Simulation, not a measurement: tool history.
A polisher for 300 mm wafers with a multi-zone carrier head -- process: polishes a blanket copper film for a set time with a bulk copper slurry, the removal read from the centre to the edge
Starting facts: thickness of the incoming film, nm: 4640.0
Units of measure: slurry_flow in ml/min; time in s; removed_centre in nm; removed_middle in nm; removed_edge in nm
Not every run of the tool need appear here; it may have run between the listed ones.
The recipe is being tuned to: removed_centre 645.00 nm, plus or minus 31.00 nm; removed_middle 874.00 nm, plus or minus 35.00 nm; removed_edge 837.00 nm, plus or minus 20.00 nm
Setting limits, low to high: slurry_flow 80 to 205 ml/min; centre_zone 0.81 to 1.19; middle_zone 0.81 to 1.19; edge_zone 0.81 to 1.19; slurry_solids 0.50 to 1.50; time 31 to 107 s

run  hour  slurry_flow  centre_zone  middle_zone  edge_zone  slurry_solids  time  removed_centre  removed_middle  removed_edge
  1   0.0          135         1.00         1.00       1.00           1.00    69          563.35          577.19        549.67
  2   1.4          135         1.00         1.00       1.00           1.00    83          677.54          689.80        656.22
  3   8.0          140         0.96         1.02       1.04           1.10    83          672.40          738.44        694.66
  4  16.6          145         0.93         1.02       1.07           1.15    83          668.64          748.54        723.53
     22.7  -- edge zone pressure recalibrated
  5  22.7          115         0.93         1.02       1.07           1.15    83          634.75          710.68        720.04
  6  30.4          120         0.91         1.04       1.09           1.20    83          629.45          744.67        751.53
  7  35.0          125         0.90         1.06       1.11           1.20    83          635.53          764.84        757.47
  8  38.6          130         0.89         1.07       1.12           1.25    83          651.94          786.02        777.85

Of the 4 settings listed for the next run, only one would bring every result within its allowed miss of target. Which one?
  A  42.2          115         0.84         1.12       1.11           1.25    93               ?               ?             ?
  B  42.2          150         0.92         1.18       0.96           0.90    91               ?               ?             ?
  C  42.2          115         0.88         1.06       1.11           1.20    91               ?               ?             ?
  D  42.2          165         0.92         1.01       1.03           1.30    75               ?               ?             ?

move  removed_centre  removed_middle  removed_edge
   A          661.50          892.92        838.95
   B          689.52          880.15        722.06
   C          669.88          823.26        811.62
   D          649.12          724.48        700.44
A: in spec on every target
B: further off than the last run
C: closes in on the targets versus the last run, not all within tolerance yet
D: further off than the last run
The right move is A.
